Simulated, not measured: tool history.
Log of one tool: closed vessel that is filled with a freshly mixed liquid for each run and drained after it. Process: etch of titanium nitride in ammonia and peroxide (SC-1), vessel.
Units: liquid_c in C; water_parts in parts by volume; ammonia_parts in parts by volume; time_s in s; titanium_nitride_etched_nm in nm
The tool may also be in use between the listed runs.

run  hour  liquid_c  water_parts  ammonia_parts  time_s  titanium_nitride_etched_nm
  1     0        61           21            0.7      35                      3.7231
  2   5.2        62           21            0.7      35                      3.9395
  3  10.3        62           21            0.5      35                      3.7221
  4  13.5        63           21            0.5      35                      4.0006
  5  14.8        64           21            0.5      35                       4.183
  6  16.5      67.5           21            0.5      35                       5.279
  7  17.7        68           21            0.5      35                      5.4559

Run 8, settings as shown, results not yet in. Your forecast:
  8  20.5      68.5           21            0.5      35                           ?

titanium_nitride_etched_nm: 5.6166 nm
